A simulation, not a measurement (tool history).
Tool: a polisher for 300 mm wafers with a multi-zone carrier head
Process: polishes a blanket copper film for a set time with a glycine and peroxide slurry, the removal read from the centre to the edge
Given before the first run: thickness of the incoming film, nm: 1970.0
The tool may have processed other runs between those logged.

run  hour  flow of slurry (ml/min)  pressure of the head's centre zone  pressure of the head's middle zone  pressure of the head's edge zone  polishing time (s)  film removed at the wafer's centre (angstrom)  film removed at mid-radius (angstrom)  film removed at the wafer's edge (angstrom)
  1     0                      150                                   1                                   1                                 1                  68                                           3123                                 3177.7                                       3193.8
  2   7.4                      155                                0.99                                1.01                              1.05                  78                                         3629.2                                 3720.4                                       3786.4
  3   9.1                      155                                0.99                                0.96                              1.05                  78                                         3630.6                                 3571.6                                       3771.7
  4  16.3                      190                                0.99                                0.96                              1.05                  78                                           3716                                 3643.1                                       3823.6
     21.6  -- worn pad replaced by a new one
  5  21.6                      185                                0.97                                0.98                              1.07                  86                                         4225.6                                 4367.6                                       4450.1
  6  25.8                      185                                0.96                                0.98                               1.1                  89                                         4387.9                                 4394.4                                         4766
  7  30.5                      190                                0.96                                1.02                              1.12                  91                                         4515.8                                 4715.9                                       4757.7
  8  36.9                      190                                0.95                                1.01                              1.12                  94                                         4565.6                                 4860.1                                       5046.3
  9  37.9                      190                                0.95                                1.01                              1.13                  96                                           4813                                 5006.4                                       5176.6

What will run 10 give?
 10  44.1                      195                                0.94                                1.01                              1.14                  97                                              ?                                      ?                                            ?

{"run 10": {"film removed at the wafer's centre (angstrom)": 4745.5, "film removed at mid-radius (angstrom)": 5032.1, "film removed at the wafer's edge (angstrom)": 5311.1}}

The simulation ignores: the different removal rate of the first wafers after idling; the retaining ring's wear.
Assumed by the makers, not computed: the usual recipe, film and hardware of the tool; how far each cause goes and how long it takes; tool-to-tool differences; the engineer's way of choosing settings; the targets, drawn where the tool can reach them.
